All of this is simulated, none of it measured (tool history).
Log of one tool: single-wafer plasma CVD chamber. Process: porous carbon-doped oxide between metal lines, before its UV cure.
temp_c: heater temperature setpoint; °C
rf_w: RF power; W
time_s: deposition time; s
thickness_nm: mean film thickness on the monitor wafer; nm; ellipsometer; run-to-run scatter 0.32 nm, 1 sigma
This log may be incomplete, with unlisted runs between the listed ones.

Run 1, hour 0.0: temp_c 310 °C, rf_w 410 W, time_s 28.7 s. Result: thickness_nm 124.26 nm.
Run 2, hour 5.4: temp_c 305 °C, rf_w 410 W, time_s 28.7 s. Result: thickness_nm 128.58 nm.
Run 3, hour 6.9: temp_c 310 °C, rf_w 410 W, time_s 28.7 s. Result: thickness_nm 124.50 nm.
Run 4, hour 10.5: temp_c 310 °C, rf_w 435 W, time_s 28.7 s. Result: thickness_nm 129.63 nm.
Run 5, hour 18.1: temp_c 319 °C, rf_w 435 W, time_s 28.7 s. Result: thickness_nm 122.69 nm.
Run 6, hour 19.4: temp_c 308 °C, rf_w 445 W, time_s 28.7 s. Result: thickness_nm 133.39 nm.
Run 7, hour 28.2: temp_c 308 °C, rf_w 445 W, time_s 28.7 s. Result: thickness_nm 134.29 nm.
Run 8, hour 30.8: temp_c 301 °C, rf_w 450 W, time_s 28.7 s. Result: thickness_nm 140.85 nm.
Run 9, hour 32.7: temp_c 296 °C, rf_w 455 W, time_s 28.7 s. Result: thickness_nm 146.57 nm.

Run 10 comes next. What will it give?
Run 10, hour 35.8: temp_c 293 °C, rf_w 455 W, time_s 28.7 s. Result: thickness_nm ?.

thickness_nm: 149.93 nm
